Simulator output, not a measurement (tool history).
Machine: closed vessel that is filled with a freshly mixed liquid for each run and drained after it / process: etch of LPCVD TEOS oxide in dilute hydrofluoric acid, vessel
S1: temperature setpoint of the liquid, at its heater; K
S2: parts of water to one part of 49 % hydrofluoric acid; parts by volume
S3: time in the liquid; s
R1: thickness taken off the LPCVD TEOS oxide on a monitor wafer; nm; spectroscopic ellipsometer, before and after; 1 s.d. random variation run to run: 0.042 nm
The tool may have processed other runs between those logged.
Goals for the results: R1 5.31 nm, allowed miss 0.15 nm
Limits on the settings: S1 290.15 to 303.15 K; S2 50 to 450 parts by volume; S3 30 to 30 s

run 1 hour=0 | S1=295.15 S2=250 S3=30 | R1=4.2301
run 2 hour=5.5 | S1=296.15 S2=250 S3=30 | R1=4.3377
run 3 hour=12.3 | S1=296.15 S2=185 S3=30 | R1=6.3009
run 4 hour=17.9 | S1=296.15 S2=275 S3=30 | R1=3.8899
run 5 hour=22.5 | S1=296.15 S2=340 S3=30 | R1=2.9366
run 6 hour=28.6 | S1=296.15 S2=340 S3=30 | R1=2.8994
run 7 hour=31.3 | S1=297.65 S2=325 S3=30 | R1=3.2642
run 8 hour=39.9 | S1=298.65 S2=310 S3=30 | R1=3.6072
run 9 hour=41.3 | S1=302.65 S2=245 S3=30 | R1=5.5155
run 10 hour=42.3 | S1=302.65 S2=245 S3=30 | R1=5.5703
run 11 hour=44.4 | S1=302.15 S2=245 S3=30 | R1=5.4786

Which single option among these 5 for the next run brings every result within its allowed miss of target? Just one does.
run A hour=46.5 | S1=299.65 S2=225 S3=30 | R1=?
run B hour=46.5 | S1=300.15 S2=225 S3=30 | R1=?
run C hour=46.5 | S1=302.15 S2=235 S3=30 | R1=?
run D hour=46.5 | S1=300.15 S2=240 S3=30 | R1=?
run E hour=46.5 | S1=303.15 S2=245 S3=30 | R1=?

move=A R1=5.6129
move=B R1=5.7126
move=C R1=5.7953
move=D R1=5.2673
move=E R1=5.6834
A: its largest miss is bigger than the last run's
B: its largest miss is bigger than the last run's
C: its largest miss is bigger than the last run's
D: every result within its allowed miss
E: its largest miss is bigger than the last run's
So the answer is move D, the one that meets all the targets.
